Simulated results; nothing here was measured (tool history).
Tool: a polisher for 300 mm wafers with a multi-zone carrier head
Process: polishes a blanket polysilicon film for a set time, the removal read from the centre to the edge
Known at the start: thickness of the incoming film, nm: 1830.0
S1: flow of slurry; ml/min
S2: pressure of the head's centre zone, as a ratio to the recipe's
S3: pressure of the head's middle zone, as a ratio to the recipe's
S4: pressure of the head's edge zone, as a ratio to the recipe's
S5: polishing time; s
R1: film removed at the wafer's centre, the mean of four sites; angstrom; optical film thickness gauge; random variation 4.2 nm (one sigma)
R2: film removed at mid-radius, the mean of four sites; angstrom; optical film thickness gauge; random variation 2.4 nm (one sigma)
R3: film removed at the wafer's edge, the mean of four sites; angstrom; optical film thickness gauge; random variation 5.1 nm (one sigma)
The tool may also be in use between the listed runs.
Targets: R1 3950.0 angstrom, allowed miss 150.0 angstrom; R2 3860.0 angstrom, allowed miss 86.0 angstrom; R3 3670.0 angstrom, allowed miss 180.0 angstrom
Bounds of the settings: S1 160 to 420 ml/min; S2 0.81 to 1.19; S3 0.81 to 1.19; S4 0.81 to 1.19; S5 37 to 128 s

Run 1, hour 0.0: S1 270 ml/min, S2 1.00, S3 1.00, S4 1.00, S5 82 s. Result: R1 4485.6 angstrom, R2 4327.2 angstrom, R3 4399.2 angstrom.
Run 2, hour 6.0: S1 265 ml/min, S2 0.99, S3 0.99, S4 0.96, S5 80 s. Result: R1 4383.0 angstrom, R2 4141.8 angstrom, R3 4199.8 angstrom.
Run 3, hour 7.2: S1 260 ml/min, S2 0.98, S3 0.99, S4 0.93, S5 79 s. Result: R1 4254.8 angstrom, R2 4115.0 angstrom, R3 4057.2 angstrom.
Run 4, hour 15.0: S1 255 ml/min, S2 0.97, S3 0.98, S4 0.91, S5 78 s. Result: R1 4125.0 angstrom, R2 4001.1 angstrom, R3 3983.4 angstrom.
Run 5, hour 15.9: S1 190 ml/min, S2 0.97, S3 0.98, S4 0.91, S5 78 s. Result: R1 3977.8 angstrom, R2 3847.6 angstrom, R3 3915.5 angstrom.
Run 6, hour 22.8: S1 190 ml/min, S2 0.97, S3 0.98, S4 0.91, S5 94 s. Result: R1 4771.9 angstrom, R2 4667.0 angstrom, R3 4621.1 angstrom.
Run 7, hour 23.3: S1 205 ml/min, S2 0.97, S3 0.98, S4 0.89, S5 90 s. Result: R1 4660.6 angstrom, R2 4537.6 angstrom, R3 4456.2 angstrom.
Run 8, hour 31.3: S1 215 ml/min, S2 0.97, S3 0.98, S4 0.87, S5 86 s. Result: R1 4501.6 angstrom, R2 4323.0 angstrom, R3 4333.2 angstrom.
Run 9, hour 40.0: S1 215 ml/min, S2 0.97, S3 0.99, S4 0.86, S5 83 s. Result: R1 4307.9 angstrom, R2 4214.7 angstrom, R3 4005.5 angstrom.
Run 10, hour 46.4: S1 210 ml/min, S2 0.97, S3 0.99, S4 0.85, S5 82 s. Result: R1 4199.8 angstrom, R2 4137.3 angstrom, R3 3992.8 angstrom.

5 next moves are on the table. One of them brings every result within its allowed miss. Which?
Run A, hour 52.8: S1 160 ml/min, S2 0.88, S3 0.93, S4 0.99, S5 87 s. Result: R1 ?, R2 ?, R3 ?.
Run B, hour 52.8: S1 350 ml/min, S2 0.99, S3 1.02, S4 0.86, S5 71 s. Result: R1 ?, R2 ?, R3 ?.
Run C, hour 52.8: S1 200 ml/min, S2 1.08, S3 0.93, S4 0.90, S5 77 s. Result: R1 ?, R2 ?, R3 ?.
Run D, hour 52.8: S1 250 ml/min, S2 0.99, S3 1.08, S4 0.85, S5 85 s. Result: R1 ?, R2 ?, R3 ?.
Run E, hour 52.8: S1 160 ml/min, S2 0.92, S3 0.87, S4 0.88, S5 92 s. Result: R1 ?, R2 ?, R3 ?.

move      R1      R2      R3
   A  3890.5  4042.9  4428.7
   B  3946.0  3891.4  3610.2
   C  4382.0  3686.9  3833.8
   D  4566.1  4741.4  4196.0
   E  4301.0  4044.9  4436.2
A: further off than the last run
B: meets every target
C: takes the result that was furthest off past its target
D: further off than the last run
E: further off than the last run
Answer: B
